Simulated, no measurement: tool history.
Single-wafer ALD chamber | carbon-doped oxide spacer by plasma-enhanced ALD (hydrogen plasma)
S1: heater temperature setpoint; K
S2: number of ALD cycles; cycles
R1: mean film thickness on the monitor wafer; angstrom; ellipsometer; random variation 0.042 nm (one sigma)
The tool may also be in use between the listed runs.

run	hour	S1	S2	R1
1	0	693.15	184	91.116
2	2.4	693.15	170	83.962
3	7.5	701.15	170	82.863
4	14.7	691.15	170	84.847
5	23.6	691.15	187	93.73
6	26.5	691.15	162	81.051
7	29.4	688.15	172	86.379
8	36.8	685.15	179	91.115
9	42.2	682.15	183	93.021
10	43.8	681.15	187	95.386
11	48.9	680.15	190	97.64

Run 12 comes next. What will it give?
12	53.7	680.15	190	?

Run 12 gave R1 97.605 angstrom.
